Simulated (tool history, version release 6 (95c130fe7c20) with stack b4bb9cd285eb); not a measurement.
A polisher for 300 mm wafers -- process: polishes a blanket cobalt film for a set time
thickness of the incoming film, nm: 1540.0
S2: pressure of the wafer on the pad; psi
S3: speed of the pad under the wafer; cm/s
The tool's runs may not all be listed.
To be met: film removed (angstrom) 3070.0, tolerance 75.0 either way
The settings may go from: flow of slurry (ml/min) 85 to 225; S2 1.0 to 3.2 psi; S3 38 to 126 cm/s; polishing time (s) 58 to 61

{"run": 1, "hour": 0.0, "flow of slurry (ml/min)": 145, "S2": 2.1, "S3": 82, "polishing time (s)": 58, "film removed (angstrom)": 2259.3}
{"run": 2, "hour": 3.1, "flow of slurry (ml/min)": 145, "S2": 1.7, "S3": 82, "polishing time (s)": 58, "film removed (angstrom)": 1873.0}
{"run": 3, "hour": 9.7, "flow of slurry (ml/min)": 145, "S2": 1.7, "S3": 82, "polishing time (s)": 61, "film removed (angstrom)": 1981.8}
{"run": 4, "hour": 14.5, "flow of slurry (ml/min)": 155, "S2": 1.9, "S3": 82, "polishing time (s)": 61, "film removed (angstrom)": 2171.2}
{"run": 5, "hour": 15.4, "flow of slurry (ml/min)": 155, "S2": 1.9, "S3": 82, "polishing time (s)": 58, "film removed (angstrom)": 2079.7}
{"run": 6, "hour": 22.1, "flow of slurry (ml/min)": 170, "S2": 1.9, "S3": 82, "polishing time (s)": 58, "film removed (angstrom)": 2120.1}
{"run": 7, "hour": 27.8, "flow of slurry (ml/min)": 175, "S2": 2.1, "S3": 82, "polishing time (s)": 58, "film removed (angstrom)": 2317.9}
{"run": 8, "hour": 28.5, "flow of slurry (ml/min)": 180, "S2": 2.2, "S3": 82, "polishing time (s)": 58, "film removed (angstrom)": 2427.9}
{"run": 9, "hour": 34.9, "flow of slurry (ml/min)": 185, "S2": 2.3, "S3": 82, "polishing time (s)": 58, "film removed (angstrom)": 2545.4}
{"run": 10, "hour": 36.4, "flow of slurry (ml/min)": 205, "S2": 2.7, "S3": 82, "polishing time (s)": 58, "film removed (angstrom)": 2961.9}

Which one of the following 5 next-run settings gets every result inside its allowed miss? There is exactly one.
{"run": "A", "hour": 37.9, "flow of slurry (ml/min)": 175, "S2": 2.4, "S3": 100, "polishing time (s)": 58, "film removed (angstrom)": "?"}
{"run": "B", "hour": 37.9, "flow of slurry (ml/min)": 225, "S2": 2.7, "S3": 80, "polishing time (s)": 60, "film removed (angstrom)": "?"}
{"run": "C", "hour": 37.9, "flow of slurry (ml/min)": 205, "S2": 2.7, "S3": 86, "polishing time (s)": 60, "film removed (angstrom)": "?"}
{"run": "D", "hour": 37.9, "flow of slurry (ml/min)": 190, "S2": 2.8, "S3": 84, "polishing time (s)": 61, "film removed (angstrom)": "?"}
{"run": "E", "hour": 37.9, "flow of slurry (ml/min)": 225, "S2": 2.9, "S3": 80, "polishing time (s)": 61, "film removed (angstrom)": "?"}

move=A film_removed_(angstrom)=3205.2
move=B film_removed_(angstrom)=3072.4
move=C film_removed_(angstrom)=3256.7
move=D film_removed_(angstrom)=3308.7
move=E film_removed_(angstrom)=3332.2
A: takes the result that was furthest off past its target
B: every result within its allowed miss
C: takes the result that was furthest off past its target
D: takes the result that was furthest off past its target
E: takes the result that was furthest off past its target
Correct choice: B, which meets every target
